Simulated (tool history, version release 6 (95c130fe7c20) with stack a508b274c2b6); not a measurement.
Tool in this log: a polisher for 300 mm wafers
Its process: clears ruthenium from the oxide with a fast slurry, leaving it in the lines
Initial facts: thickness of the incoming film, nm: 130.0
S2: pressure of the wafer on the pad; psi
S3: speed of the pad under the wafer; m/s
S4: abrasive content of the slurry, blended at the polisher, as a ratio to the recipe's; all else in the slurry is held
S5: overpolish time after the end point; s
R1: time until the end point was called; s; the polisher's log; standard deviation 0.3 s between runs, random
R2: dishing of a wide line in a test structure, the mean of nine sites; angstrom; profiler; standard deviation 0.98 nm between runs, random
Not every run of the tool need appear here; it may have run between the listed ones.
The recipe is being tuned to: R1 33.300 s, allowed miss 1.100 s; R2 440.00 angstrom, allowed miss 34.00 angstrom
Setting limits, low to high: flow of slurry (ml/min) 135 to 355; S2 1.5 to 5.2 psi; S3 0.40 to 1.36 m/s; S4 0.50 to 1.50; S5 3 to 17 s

run 1 hour=0.0 | flow_of_slurry_(ml/min)=225 S2=3.3 S3=0.88 S4=1.00 S5=9 | R1=31.318 R2=285.52
run 2 hour=8.1 | flow_of_slurry_(ml/min)=200 S2=3.3 S3=0.88 S4=1.00 S5=9 | R1=32.347 R2=286.50
run 3 hour=16.1 | flow_of_slurry_(ml/min)=190 S2=3.3 S3=0.88 S4=1.00 S5=10 | R1=31.871 R2=319.72
run 4 hour=21.9 | flow_of_slurry_(ml/min)=190 S2=2.5 S3=0.88 S4=1.00 S5=10 | R1=42.096 R2=250.58
run 5 hour=26.9 | flow_of_slurry_(ml/min)=190 S2=2.7 S3=0.88 S4=1.00 S5=11 | R1=38.953 R2=287.50
run 6 hour=27.6 | flow_of_slurry_(ml/min)=190 S2=3.5 S3=0.88 S4=1.00 S5=11 | R1=29.941 R2=367.20
run 7 hour=35.2 | flow_of_slurry_(ml/min)=185 S2=3.4 S3=0.88 S4=1.00 S5=12 | R1=30.570 R2=366.54
run 8 hour=44.2 | flow_of_slurry_(ml/min)=180 S2=3.3 S3=0.88 S4=1.00 S5=13 | R1=32.295 R2=396.56

Of the 4 settings listed for the next run, only one would bring every result within its allowed miss of target. Which one?
run A hour=53.2 | flow_of_slurry_(ml/min)=180 S2=3.0 S3=0.92 S4=1.05 S5=15 | R1=? R2=?
run B hour=53.2 | flow_of_slurry_(ml/min)=290 S2=3.0 S3=0.92 S4=1.15 S5=15 | R1=? R2=?
run C hour=53.2 | flow_of_slurry_(ml/min)=185 S2=2.9 S3=0.90 S4=1.15 S5=10 | R1=? R2=?
run D hour=53.2 | flow_of_slurry_(ml/min)=200 S2=3.4 S3=0.80 S4=1.15 S5=11 | R1=? R2=?

move=A R1=32.780 R2=436.03
move=B R1=30.586 R2=462.62
move=C R1=33.406 R2=299.62
move=D R1=31.900 R2=340.27
A: hits every target within its allowed miss
B: corrects the largest miss of the last run, while another result sits out of spec
C: moves away from the targets compared with the last run
D: moves away from the targets compared with the last run
Move A is the one to make.

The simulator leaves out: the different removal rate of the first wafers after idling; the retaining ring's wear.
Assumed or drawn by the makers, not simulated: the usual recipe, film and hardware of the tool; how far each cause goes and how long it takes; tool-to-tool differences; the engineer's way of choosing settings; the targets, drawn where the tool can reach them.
